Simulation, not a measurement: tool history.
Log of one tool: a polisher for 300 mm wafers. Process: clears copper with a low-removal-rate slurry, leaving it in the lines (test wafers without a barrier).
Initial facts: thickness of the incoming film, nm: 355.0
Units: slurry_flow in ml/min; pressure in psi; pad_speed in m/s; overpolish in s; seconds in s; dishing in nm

Run 1, hour 0: slurry_flow 260 ml/min, pressure 2.2 psi, pad_speed 0.94 m/s, slurry_solids 1, overpolish 19 s. Result: seconds 201.62 s, dishing 22.561 nm.
Run 2, hour 8.3: slurry_flow 260 ml/min, pressure 1.6 psi, pad_speed 0.94 m/s, slurry_solids 1, overpolish 19 s. Result: seconds 275.36 s, dishing 16.966 nm.
Run 3, hour 11.2: slurry_flow 255 ml/min, pressure 1.8 psi, pad_speed 0.94 m/s, slurry_solids 1, overpolish 21 s. Result: seconds 247.47 s, dishing 20.429 nm.
Run 4, hour 14.6: slurry_flow 250 ml/min, pressure 1.9 psi, pad_speed 0.94 m/s, slurry_solids 1, overpolish 23 s. Result: seconds 235.69 s, dishing 23.828 nm.
At hour 15.4: head pressure recalibrated.
Run 5, hour 15.4: slurry_flow 245 ml/min, pressure 2 psi, pad_speed 0.94 m/s, slurry_solids 1, overpolish 24 s. Result: seconds 208.78 s, dishing 26.953 nm.
Run 6, hour 23.1: slurry_flow 260 ml/min, pressure 2 psi, pad_speed 0.94 m/s, slurry_solids 1, overpolish 25 s. Result: seconds 203.67 s, dishing 28.932 nm.
Run 7, hour 24.3: slurry_flow 245 ml/min, pressure 2 psi, pad_speed 0.94 m/s, slurry_solids 1, overpolish 26 s. Result: seconds 206.06 s, dishing 29.263 nm.
Run 8, hour 31.7: slurry_flow 250 ml/min, pressure 2 psi, pad_speed 0.94 m/s, slurry_solids 1, overpolish 27 s. Result: seconds 209.37 s, dishing 30.637 nm.

Expected results for the next run?
Run 9, hour 39.4: slurry_flow 255 ml/min, pressure 2 psi, pad_speed 0.94 m/s, slurry_solids 1, overpolish 28 s. Result: seconds ?, dishing ?.

seconds: 205.51 s
dishing: 31.166 nm
